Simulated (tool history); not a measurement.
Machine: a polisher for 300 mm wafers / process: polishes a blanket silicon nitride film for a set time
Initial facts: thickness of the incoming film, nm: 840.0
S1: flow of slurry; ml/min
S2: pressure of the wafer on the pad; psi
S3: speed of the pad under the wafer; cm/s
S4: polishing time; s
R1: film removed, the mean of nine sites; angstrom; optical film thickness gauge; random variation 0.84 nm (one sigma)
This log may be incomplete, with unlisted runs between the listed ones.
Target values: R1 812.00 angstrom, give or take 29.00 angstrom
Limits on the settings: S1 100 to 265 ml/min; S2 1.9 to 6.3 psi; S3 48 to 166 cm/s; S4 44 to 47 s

{"run": 1, "day": 0.0, "S1": 170, "S2": 4.1, "S3": 106, "S4": 44, "R1": 957.53}
{"run": 2, "day": 0.275, "S1": 170, "S2": 4.1, "S3": 106, "S4": 47, "R1": 1025.5}
{"run": 3, "day": 0.55, "S1": 170, "S2": 4.1, "S3": 92, "S4": 47, "R1": 914.61}
{"run": 4, "day": 0.846, "S1": 170, "S2": 4.0, "S3": 92, "S4": 47, "R1": 905.32}
{"run": 5, "day": 1.067, "S1": 195, "S2": 4.0, "S3": 92, "S4": 47, "R1": 909.86}
{"run": 6, "day": 1.142, "S1": 195, "S2": 4.0, "S3": 92, "S4": 47, "R1": 932.62}
{"run": 7, "day": 1.208, "S1": 190, "S2": 3.9, "S3": 92, "S4": 47, "R1": 905.15}
{"run": 8, "day": 1.312, "S1": 185, "S2": 3.8, "S3": 92, "S4": 47, "R1": 882.05}
{"run": 9, "day": 1.592, "S1": 185, "S2": 3.7, "S3": 92, "S4": 47, "R1": 870.4}
{"day": 1.629, "done": "slurry nozzle cleaned"}
{"run": 10, "day": 1.629, "S1": 170, "S2": 3.4, "S3": 92, "S4": 47, "R1": 872.66}
{"run": 11, "day": 1.842, "S1": 170, "S2": 3.4, "S3": 92, "S4": 47, "R1": 846.78}

5 next moves are on the table. One of them brings every result within its allowed miss. Which?
{"run": "A", "day": 2.054, "S1": 220, "S2": 2.3, "S3": 102, "S4": 44, "R1": "?"}
{"run": "B", "day": 2.054, "S1": 180, "S2": 3.4, "S3": 90, "S4": 45, "R1": "?"}
{"run": "C", "day": 2.054, "S1": 190, "S2": 3.5, "S3": 80, "S4": 45, "R1": "?"}
{"run": "D", "day": 2.054, "S1": 110, "S2": 2.5, "S3": 114, "S4": 44, "R1": "?"}
{"run": "E", "day": 2.054, "S1": 150, "S2": 2.9, "S3": 88, "S4": 47, "R1": "?"}

move=A R1=733.16
move=B R1=811.40
move=C R1=761.58
move=D R1=734.34
move=E R1=742.27
A: the result that was furthest off in the last run now lies on the other side of its target
B: meets every target
C: the result that was furthest off in the last run now lies on the other side of its target
D: the result that was furthest off in the last run now lies on the other side of its target
E: the result that was furthest off in the last run now lies on the other side of its target
Correct choice: B, which meets every target

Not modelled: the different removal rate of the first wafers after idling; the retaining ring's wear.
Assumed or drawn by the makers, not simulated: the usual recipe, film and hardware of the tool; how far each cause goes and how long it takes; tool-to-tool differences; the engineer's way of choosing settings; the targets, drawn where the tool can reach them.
